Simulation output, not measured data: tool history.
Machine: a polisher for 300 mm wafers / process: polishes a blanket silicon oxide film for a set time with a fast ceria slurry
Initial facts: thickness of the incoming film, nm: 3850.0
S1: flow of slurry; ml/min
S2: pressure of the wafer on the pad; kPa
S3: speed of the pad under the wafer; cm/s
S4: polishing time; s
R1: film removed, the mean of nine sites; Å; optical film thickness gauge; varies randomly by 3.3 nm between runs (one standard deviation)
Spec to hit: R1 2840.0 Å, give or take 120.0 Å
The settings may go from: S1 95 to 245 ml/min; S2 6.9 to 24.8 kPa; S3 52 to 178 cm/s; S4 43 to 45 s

Run 1, day 0.000: S1 155 ml/min, S2 15.9 kPa, S3 114 cm/s, S4 43 s. Result: R1 5275.4 Å.
Run 2, day 0.125: S1 155 ml/min, S2 15.9 kPa, S3 94 cm/s, S4 43 s. Result: R1 4423.1 Å.
Run 3, day 0.467: S1 155 ml/min, S2 15.9 kPa, S3 112 cm/s, S4 43 s. Result: R1 5224.5 Å.
Run 4, day 0.621: S1 115 ml/min, S2 15.9 kPa, S3 112 cm/s, S4 43 s. Result: R1 5067.6 Å.
Run 5, day 0.792: S1 95 ml/min, S2 15.9 kPa, S3 112 cm/s, S4 43 s. Result: R1 4785.0 Å.
Run 6, day 1.092: S1 95 ml/min, S2 14.5 kPa, S3 112 cm/s, S4 43 s. Result: R1 4433.0 Å.
Run 7, day 1.367: S1 95 ml/min, S2 13.1 kPa, S3 112 cm/s, S4 43 s. Result: R1 3942.9 Å.
Run 8, day 1.696: S1 95 ml/min, S2 12.4 kPa, S3 112 cm/s, S4 43 s. Result: R1 3737.0 Å.
Run 9, day 1.962: S1 95 ml/min, S2 11.7 kPa, S3 112 cm/s, S4 43 s. Result: R1 3588.6 Å.
Run 10, day 2.212: S1 95 ml/min, S2 11.0 kPa, S3 112 cm/s, S4 43 s. Result: R1 3471.1 Å.
Run 11, day 2.475: S1 95 ml/min, S2 7.6 kPa, S3 110 cm/s, S4 43 s. Result: R1 2343.9 Å.

Next run, 4 choices. One meets every target within its allowed miss, the rest don't. Which?
Run A, day 2.738: S1 95 ml/min, S2 6.9 kPa, S3 104 cm/s, S4 45 s. Result: R1 ?.
Run B, day 2.738: S1 115 ml/min, S2 6.9 kPa, S3 84 cm/s, S4 43 s. Result: R1 ?.
Run C, day 2.738: S1 95 ml/min, S2 8.3 kPa, S3 120 cm/s, S4 45 s. Result: R1 ?.
Run D, day 2.738: S1 95 ml/min, S2 9.7 kPa, S3 110 cm/s, S4 45 s. Result: R1 ?.

move      R1
   A  2142.0
   B  1729.1
   C  2913.5
   D  3103.2
A: lands further from the targets than the last run did
B: lands further from the targets than the last run did
C: in spec on every target
D: moves the result that the last run missed by most past its target, out the other side
Go with C: it meets all targets.

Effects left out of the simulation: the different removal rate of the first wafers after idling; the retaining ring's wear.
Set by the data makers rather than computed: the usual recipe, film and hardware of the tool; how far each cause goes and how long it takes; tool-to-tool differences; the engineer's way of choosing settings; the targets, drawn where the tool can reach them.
